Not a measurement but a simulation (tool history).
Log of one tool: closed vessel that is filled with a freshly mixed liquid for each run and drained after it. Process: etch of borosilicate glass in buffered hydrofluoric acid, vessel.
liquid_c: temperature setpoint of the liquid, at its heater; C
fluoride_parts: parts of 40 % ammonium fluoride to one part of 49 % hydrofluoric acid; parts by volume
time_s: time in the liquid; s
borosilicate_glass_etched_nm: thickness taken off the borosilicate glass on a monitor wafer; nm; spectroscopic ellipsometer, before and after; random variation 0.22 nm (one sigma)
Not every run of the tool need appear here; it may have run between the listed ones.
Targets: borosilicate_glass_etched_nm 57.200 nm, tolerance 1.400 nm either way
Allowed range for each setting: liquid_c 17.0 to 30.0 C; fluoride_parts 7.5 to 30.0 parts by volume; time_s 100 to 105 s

run,hour,liquid_c,fluoride_parts,time_s,borosilicate_glass_etched_nm
1,0.0,22.0,20.5,100,62.734
2,1.8,22.0,20.5,105,65.697
3,10.6,24.5,20.5,105,75.197
4,13.2,28.0,20.5,105,91.014
5,19.7,28.0,20.5,105,91.236
6,23.8,26.5,20.5,105,84.313
7,27.2,25.0,20.5,105,77.545
8,33.7,24.0,20.5,105,73.632
9,38.8,24.0,20.5,105,73.830
10,46.9,23.0,20.5,105,69.766
11,54.7,23.0,20.5,105,69.131
12,63.6,22.5,20.5,105,68.047
13,65.4,22.0,20.5,105,66.339
14,71.9,21.5,20.5,105,64.610
15,80.6,21.0,20.5,105,62.592

Of the 4 settings listed for the next run, only one would bring every result within its allowed miss of target. Which one?
A,89.3,21.5,21.0,100,?
B,89.3,20.0,20.0,105,?
C,89.3,19.5,19.5,100,?
D,89.3,21.5,19.5,105,?

move,borosilicate_glass_etched_nm
A,60.223
B,60.245
C,57.239
D,67.079
A: gains on the last run, yet a result remains outside its allowed miss
B: gains on the last run, yet a result remains outside its allowed miss
C: meets every target
D: lands further from the targets than the last run did
So the answer is move C, the one that meets all the targets.
